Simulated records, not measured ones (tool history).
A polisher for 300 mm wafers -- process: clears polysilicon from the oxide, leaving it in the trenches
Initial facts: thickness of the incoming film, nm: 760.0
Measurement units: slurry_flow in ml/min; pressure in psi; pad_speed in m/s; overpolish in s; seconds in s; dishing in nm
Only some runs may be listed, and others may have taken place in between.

run,hour,slurry_flow,pressure,pad_speed,overpolish,seconds,dishing
1,0,315,3.2,1.04,11,48.273,28.631
2,5.3,315,2.8,1.04,11,55.462,28.478
3,13.7,315,2.8,1.04,9,53.743,28.843
4,21.8,270,2.8,1.04,9,55.852,27.706
5,30.5,270,2.8,1.28,9,44.989,28.464
6,31.9,270,2.3,1.28,9,54.811,28.513
# hour 35.8: slurry nozzle cleaned
7,35.8,280,2.1,1.16,10,62.679,28.248
8,40.6,190,1.4,0.88,13,123.33,26.812
9,46.6,190,1.4,0.88,13,124.87,26.676
10,51.9,230,1.4,0.88,14,121.38,27.585
11,56.6,245,1.4,0.88,14,121.43,27.458
12,61.7,265,1.4,0.88,14,118.91,27.801

Expected results for the next run?
13,64.4,275,1.4,0.88,14,?,?

Run 13 came out at seconds 119.85 s, dishing 26.768 nm.
